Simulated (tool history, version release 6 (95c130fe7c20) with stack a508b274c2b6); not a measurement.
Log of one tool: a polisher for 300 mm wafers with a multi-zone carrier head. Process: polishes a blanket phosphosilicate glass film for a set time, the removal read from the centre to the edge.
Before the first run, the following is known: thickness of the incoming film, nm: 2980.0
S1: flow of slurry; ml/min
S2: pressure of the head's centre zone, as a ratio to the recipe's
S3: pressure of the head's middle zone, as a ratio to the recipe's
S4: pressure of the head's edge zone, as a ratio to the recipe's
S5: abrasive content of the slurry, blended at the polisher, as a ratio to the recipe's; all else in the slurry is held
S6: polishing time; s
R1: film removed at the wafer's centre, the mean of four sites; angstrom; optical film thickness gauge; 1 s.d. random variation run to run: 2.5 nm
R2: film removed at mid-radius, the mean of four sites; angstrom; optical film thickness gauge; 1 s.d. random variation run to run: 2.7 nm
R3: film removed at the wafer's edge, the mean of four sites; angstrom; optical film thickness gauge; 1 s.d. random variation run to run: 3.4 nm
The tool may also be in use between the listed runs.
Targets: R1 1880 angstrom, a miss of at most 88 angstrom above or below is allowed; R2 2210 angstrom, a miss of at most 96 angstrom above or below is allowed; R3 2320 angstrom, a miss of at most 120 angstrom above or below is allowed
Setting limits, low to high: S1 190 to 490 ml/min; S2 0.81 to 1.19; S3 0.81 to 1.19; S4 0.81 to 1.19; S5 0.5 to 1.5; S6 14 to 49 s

Run 1, day 0: S1 315 ml/min, S2 1, S3 1, S4 1, S5 1, S6 31 s. Result: R1 2454.6 angstrom, R2 2482.2 angstrom, R3 2455.7 angstrom.
Run 2, day 0.246: S1 315 ml/min, S2 0.97, S3 0.99, S4 1, S5 1, S6 31 s. Result: R1 2388.6 angstrom, R2 2460.4 angstrom, R3 2518.5 angstrom.
Run 3, day 0.346: S1 315 ml/min, S2 0.95, S3 0.99, S4 1, S5 0.95, S6 31 s. Result: R1 2208.2 angstrom, R2 2410.2 angstrom, R3 2412.4 angstrom.
Run 4, day 0.667: S1 315 ml/min, S2 0.95, S3 0.99, S4 1, S5 0.95, S6 34 s. Result: R1 2471.8 angstrom, R2 2687.5 angstrom, R3 2643.8 angstrom.
Run 5, day 0.825: S1 315 ml/min, S2 0.95, S3 0.99, S4 1, S5 0.95, S6 39 s. Result: R1 2771.9 angstrom, R2 3051.2 angstrom, R3 3008.2 angstrom.
Run 6, day 0.888: S1 315 ml/min, S2 0.94, S3 0.97, S4 1, S5 0.9, S6 39 s. Result: R1 2636.5 angstrom, R2 2848.4 angstrom, R3 2900.9 angstrom.
Run 7, day 0.979: S1 315 ml/min, S2 0.92, S3 0.96, S4 0.99, S5 0.85, S6 39 s. Result: R1 2437.5 angstrom, R2 2755.7 angstrom, R3 2818.4 angstrom.
Run 8, day 1.092: S1 315 ml/min, S2 0.91, S3 0.95, S4 0.97, S5 0.8, S6 39 s. Result: R1 2242.7 angstrom, R2 2503.8 angstrom, R3 2642.7 angstrom.
Run 9, day 1.254: S1 315 ml/min, S2 0.9, S3 0.95, S4 0.95, S5 0.8, S6 39 s. Result: R1 2244.6 angstrom, R2 2586.9 angstrom, R3 2572.5 angstrom.
Run 10, day 1.504: S1 315 ml/min, S2 0.89, S3 0.93, S4 0.94, S5 0.8, S6 39 s. Result: R1 2196.2 angstrom, R2 2509.8 angstrom, R3 2613.1 angstrom.
Run 11, day 1.788: S1 315 ml/min, S2 0.88, S3 0.92, S4 0.93, S5 0.8, S6 39 s. Result: R1 2262.3 angstrom, R2 2463.8 angstrom, R3 2536.2 angstrom.
Run 12, day 2.033: S1 315 ml/min, S2 0.87, S3 0.92, S4 0.93, S5 0.8, S6 39 s. Result: R1 2194.5 angstrom, R2 2531 angstrom, R3 2647.1 angstrom.
Run 13, day 2.329: S1 315 ml/min, S2 0.87, S3 0.92, S4 0.93, S5 0.8, S6 39 s. Result: R1 2204.9 angstrom, R2 2517.4 angstrom, R3 2580.5 angstrom.
Run 14, day 2.521: S1 315 ml/min, S2 0.86, S3 0.91, S4 0.92, S5 0.8, S6 39 s. Result: R1 2200 angstrom, R2 2462.2 angstrom, R3 2538.3 angstrom.
Run 15, day 2.667: S1 315 ml/min, S2 0.85, S3 0.91, S4 0.92, S5 0.8, S6 39 s. Result: R1 2184.2 angstrom, R2 2449.2 angstrom, R3 2575.7 angstrom.
Run 16, day 3.025: S1 305 ml/min, S2 0.81, S3 0.92, S4 0.91, S5 0.55, S6 38 s. Result: R1 1209.1 angstrom, R2 1499.3 angstrom, R3 1489.4 angstrom.
Run 17, day 3.083: S1 320 ml/min, S2 0.82, S3 0.93, S4 0.93, S5 0.6, S6 38 s. Result: R1 1428 angstrom, R2 1779.8 angstrom, R3 1783.1 angstrom.
Run 18, day 3.196: S1 345 ml/min, S2 0.83, S3 0.92, S4 0.93, S5 0.6, S6 38 s. Result: R1 1488.3 angstrom, R2 1732.2 angstrom, R3 1811.5 angstrom.
Run 19, day 3.521: S1 350 ml/min, S2 0.84, S3 0.93, S4 0.94, S5 0.6, S6 38 s. Result: R1 1478.1 angstrom, R2 1746.8 angstrom, R3 1802.3 angstrom.
Run 20, day 3.788: S1 345 ml/min, S2 0.85, S3 0.93, S4 0.95, S5 0.6, S6 38 s. Result: R1 1546.8 angstrom, R2 1726.2 angstrom, R3 1777.2 angstrom.
Run 21, day 3.925: S1 340 ml/min, S2 0.85, S3 0.93, S4 0.95, S5 0.65, S6 38 s. Result: R1 1651.2 angstrom, R2 1933.1 angstrom, R3 1965.3 angstrom.
Run 22, day 4.058: S1 350 ml/min, S2 0.84, S3 0.93, S4 0.96, S5 0.65, S6 38 s. Result: R1 1635.9 angstrom, R2 1944.7 angstrom, R3 2040.1 angstrom.
Run 23, day 4.121: S1 365 ml/min, S2 0.84, S3 0.94, S4 0.96, S5 0.65, S6 38 s. Result: R1 1702.4 angstrom, R2 1975.5 angstrom, R3 2031.9 angstrom.

Which single option among these 5 for the next run brings every result within its allowed miss of target? Just one does.
Run A, day 4.183: S1 475 ml/min, S2 1.11, S3 1.17, S4 0.81, S5 0.75, S6 30 s. Result: R1 ?, R2 ?, R3 ?.
Run B, day 4.183: S1 385 ml/min, S2 0.81, S3 0.85, S4 0.86, S5 0.75, S6 38 s. Result: R1 ?, R2 ?, R3 ?.
Run C, day 4.183: S1 365 ml/min, S2 0.85, S3 0.9, S4 1.06, S5 0.6, S6 41 s. Result: R1 ?, R2 ?, R3 ?.
Run D, day 4.183: S1 345 ml/min, S2 0.93, S3 0.9, S4 0.97, S5 0.6, S6 40 s. Result: R1 ?, R2 ?, R3 ?.
Run E, day 4.183: S1 400 ml/min, S2 0.81, S3 0.85, S4 1.01, S5 0.55, S6 49 s. Result: R1 ?, R2 ?, R3 ?.

move      R1      R2      R3
   A  2074.8  2158.5    1763
   B  1886.7  2152.1  2282.5
   C  1612.7  1822.1  2051.4
   D    1717  1771.7  1912.4
   E  1596.3    1820  2080.2
A: meets the target for the result that was furthest off, but another lies outside its allowed miss
B: in spec on every target
C: its largest miss is bigger than the last run's
D: its largest miss is bigger than the last run's
E: its largest miss is bigger than the last run's
Correct choice: B, which meets every target
